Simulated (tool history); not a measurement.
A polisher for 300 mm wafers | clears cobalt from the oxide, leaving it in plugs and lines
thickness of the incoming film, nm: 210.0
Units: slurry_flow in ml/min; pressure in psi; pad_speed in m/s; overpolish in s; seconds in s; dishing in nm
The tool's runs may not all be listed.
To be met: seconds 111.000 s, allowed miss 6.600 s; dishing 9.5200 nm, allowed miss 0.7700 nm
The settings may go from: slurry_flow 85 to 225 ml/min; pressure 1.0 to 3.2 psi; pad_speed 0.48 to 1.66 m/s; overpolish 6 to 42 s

{"run": 1, "hour": 0.0, "slurry_flow": 145, "pressure": 2.1, "pad_speed": 1.06, "overpolish": 21, "seconds": 41.387, "dishing": 42.844}
{"run": 2, "hour": 8.3, "slurry_flow": 125, "pressure": 2.1, "pad_speed": 1.06, "overpolish": 21, "seconds": 40.129, "dishing": 43.701}
{"run": 3, "hour": 14.0, "slurry_flow": 90, "pressure": 2.1, "pad_speed": 1.06, "overpolish": 21, "seconds": 43.768, "dishing": 43.423}
{"run": 4, "hour": 15.1, "slurry_flow": 110, "pressure": 1.9, "pad_speed": 0.94, "overpolish": 18, "seconds": 51.489, "dishing": 36.994}
{"run": 5, "hour": 19.2, "slurry_flow": 110, "pressure": 1.7, "pad_speed": 0.94, "overpolish": 18, "seconds": 56.012, "dishing": 36.032}
{"run": 6, "hour": 20.1, "slurry_flow": 115, "pressure": 1.6, "pad_speed": 0.84, "overpolish": 16, "seconds": 67.055, "dishing": 30.732}
{"run": 7, "hour": 27.3, "slurry_flow": 155, "pressure": 1.0, "pad_speed": 0.54, "overpolish": 6, "seconds": 148.64, "dishing": 7.1084}
{"run": 8, "hour": 30.6, "slurry_flow": 155, "pressure": 1.1, "pad_speed": 0.54, "overpolish": 6, "seconds": 137.77, "dishing": 7.8348}

Which of these 5 next moves meets every target?
{"run": "A", "hour": 33.9, "slurry_flow": 145, "pressure": 1.0, "pad_speed": 0.48, "overpolish": 11, "seconds": "?", "dishing": "?"}
{"run": "B", "hour": 33.9, "slurry_flow": 170, "pressure": 1.3, "pad_speed": 0.64, "overpolish": 6, "seconds": "?", "dishing": "?"}
{"run": "C", "hour": 33.9, "slurry_flow": 160, "pressure": 1.2, "pad_speed": 0.64, "overpolish": 6, "seconds": "?", "dishing": "?"}
{"run": "D", "hour": 33.9, "slurry_flow": 155, "pressure": 1.2, "pad_speed": 0.74, "overpolish": 6, "seconds": "?", "dishing": "?"}
{"run": "E", "hour": 33.9, "slurry_flow": 140, "pressure": 1.0, "pad_speed": 0.48, "overpolish": 10, "seconds": "?", "dishing": "?"}

move=A seconds=168.040 dishing=11.3050
move=B seconds=97.488 dishing=10.6710
move=C seconds=106.150 dishing=9.8918
move=D seconds=92.869 dishing=11.1390
move=E seconds=169.030 dishing=10.3290
A: further off than the last run
B: takes the result that was furthest off past its target
C: meets every target
D: takes the result that was furthest off past its target
E: further off than the last run
The right move is C.
